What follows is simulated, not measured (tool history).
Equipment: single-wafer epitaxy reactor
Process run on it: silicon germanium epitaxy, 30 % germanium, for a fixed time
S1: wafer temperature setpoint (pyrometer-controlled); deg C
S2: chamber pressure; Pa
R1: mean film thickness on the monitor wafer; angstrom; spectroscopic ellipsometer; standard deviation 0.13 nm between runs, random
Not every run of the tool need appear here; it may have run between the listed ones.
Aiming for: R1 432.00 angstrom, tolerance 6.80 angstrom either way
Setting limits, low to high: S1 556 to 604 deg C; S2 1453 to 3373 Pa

run 1 hour=0.0 | S1=580 S2=2413 | R1=378.57
run 2 hour=6.5 | S1=582 S2=2413 | R1=395.72
run 3 hour=7.5 | S1=573 S2=2413 | R1=325.29
run 4 hour=10.8 | S1=577 S2=2413 | R1=356.14
run 5 hour=17.1 | S1=580 S2=2413 | R1=378.96
run 6 hour=18.2 | S1=580 S2=2586 | R1=387.08
run 7 hour=22.7 | S1=581 S2=2586 | R1=394.78
run 8 hour=31.5 | S1=582 S2=2586 | R1=406.00
run 9 hour=36.6 | S1=583 S2=2586 | R1=414.28
run 10 hour=43.8 | S1=586 S2=2586 | R1=444.74

Exercise: of the 5 proposed moves below, exactly one satisfies all targets within the stated allowed misses. Which move is it?
run A hour=51.0 | S1=588 S2=2600 | R1=?
run B hour=51.0 | S1=590 S2=2413 | R1=?
run C hour=51.0 | S1=584 S2=2800 | R1=?
run D hour=51.0 | S1=588 S2=2680 | R1=?
run E hour=51.0 | S1=588 S2=2426 | R1=?

move=A R1=460.58
move=B R1=469.20
move=C R1=433.05
move=D R1=465.15
move=E R1=450.43
A: its largest miss is bigger than the last run's
B: its largest miss is bigger than the last run's
C: every result within its allowed miss
D: its largest miss is bigger than the last run's
E: its largest miss is bigger than the last run's
Go with C: it meets all targets.
